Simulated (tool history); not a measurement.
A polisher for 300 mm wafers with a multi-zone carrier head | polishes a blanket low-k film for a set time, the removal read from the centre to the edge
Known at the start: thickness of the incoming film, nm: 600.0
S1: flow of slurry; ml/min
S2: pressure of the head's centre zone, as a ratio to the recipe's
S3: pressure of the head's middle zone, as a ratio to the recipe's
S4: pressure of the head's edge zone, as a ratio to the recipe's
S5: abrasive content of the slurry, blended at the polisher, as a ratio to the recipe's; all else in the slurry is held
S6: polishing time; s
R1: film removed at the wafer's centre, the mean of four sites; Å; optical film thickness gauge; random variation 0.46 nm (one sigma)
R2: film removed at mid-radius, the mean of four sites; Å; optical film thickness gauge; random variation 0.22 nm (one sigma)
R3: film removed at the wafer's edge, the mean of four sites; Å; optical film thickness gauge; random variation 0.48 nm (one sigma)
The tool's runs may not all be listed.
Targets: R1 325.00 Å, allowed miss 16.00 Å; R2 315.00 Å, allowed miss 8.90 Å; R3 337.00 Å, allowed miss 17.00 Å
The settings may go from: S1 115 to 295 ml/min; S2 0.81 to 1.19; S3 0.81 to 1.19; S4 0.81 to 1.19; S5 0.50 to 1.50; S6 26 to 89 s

run,day,S1,S2,S3,S4,S5,S6,R1,R2,R3
1,0.000,190,1.00,1.00,1.00,1.00,57,209.04,212.27,208.24
2,0.038,190,1.00,1.00,1.00,1.00,44,162.09,162.37,158.75
3,0.262,190,0.91,1.00,1.00,1.00,44,146.46,163.81,159.39
4,0.404,190,0.91,1.00,0.96,1.00,44,146.62,163.58,161.12
5,0.442,190,0.97,1.00,0.96,1.00,44,157.90,162.81,161.23
6,0.504,190,0.97,0.92,0.96,1.00,44,156.70,149.98,155.76
7,0.679,185,0.97,0.92,0.97,1.10,50,182.95,177.44,189.12
8,0.742,180,0.99,0.93,0.97,1.20,53,203.48,195.03,204.60
9,0.992,225,1.02,0.99,1.07,1.45,69,300.25,301.06,308.33

4 next moves are on the table. One of them brings every result within its allowed miss. Which?
A,1.242,260,1.06,1.04,1.07,1.25,71,?,?,?
B,1.242,240,1.17,1.01,1.02,1.40,71,?,?,?
C,1.242,200,1.01,0.96,1.11,1.20,80,?,?,?
D,1.242,220,1.02,0.90,1.14,1.45,72,?,?,?

move,R1,R2,R3
A,313.41,311.49,302.75
B,357.08,313.68,306.25
C,318.02,311.67,333.38
D,314.98,289.23,330.08
A: further off than the last run
B: further off than the last run
C: meets every target
D: brings the result that was furthest off to its target, and leaves another outside
The right move is C.
